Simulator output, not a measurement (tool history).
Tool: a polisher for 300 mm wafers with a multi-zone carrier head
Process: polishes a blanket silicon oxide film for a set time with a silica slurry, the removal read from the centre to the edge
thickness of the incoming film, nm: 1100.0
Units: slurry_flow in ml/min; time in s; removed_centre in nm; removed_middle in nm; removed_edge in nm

run	hour	slurry_flow	centre_zone	middle_zone	edge_zone	slurry_solids	time	removed_centre	removed_middle	removed_edge
1	0.0	175	1.00	1.00	1.00	1.00	56	266.87	261.53	261.20
2	3.4	175	0.93	1.00	1.00	1.00	56	241.55	265.16	259.59
3	4.5	170	0.91	0.99	0.97	0.90	55	222.50	240.01	240.22
4	9.4	170	0.91	0.99	1.04	0.90	55	226.04	238.89	249.94
5	15.3	165	0.89	1.00	1.00	0.85	54	208.30	235.07	232.23
6	24.4	165	0.89	1.00	1.00	0.95	54	218.78	245.98	243.54
7	29.3	160	0.88	1.00	0.97	0.85	54	202.27	230.05	229.21
8	32.2	160	0.88	1.01	0.95	0.80	53	194.19	223.02	213.90
9	38.8	155	0.87	1.01	0.93	0.75	53	186.59	214.98	207.55
10	44.7	150	0.86	1.01	0.91	0.70	53	179.99	207.82	198.63
11	50.6	145	0.85	1.01	0.90	0.65	53	167.89	201.17	191.40
12	58.9	140	0.85	1.01	0.89	0.65	53	167.79	202.24	189.53
13	60.7	135	0.85	1.01	0.88	0.65	53	166.12	197.62	189.79
14	69.5	135	0.85	1.01	0.87	0.60	53	161.42	187.22	178.35
15	70.7	130	0.84	1.01	0.86	0.60	53	158.23	192.30	177.97
16	77.1	130	0.84	1.01	0.86	0.60	53	159.04	190.53	178.65

The next listed run, before its measurement:
17	78.9	130	0.84	1.01	0.86	0.60	53	?	?	?

{"run 17": {"removed_centre": 158.69, "removed_middle": 192.56, "removed_edge": 177.33}}
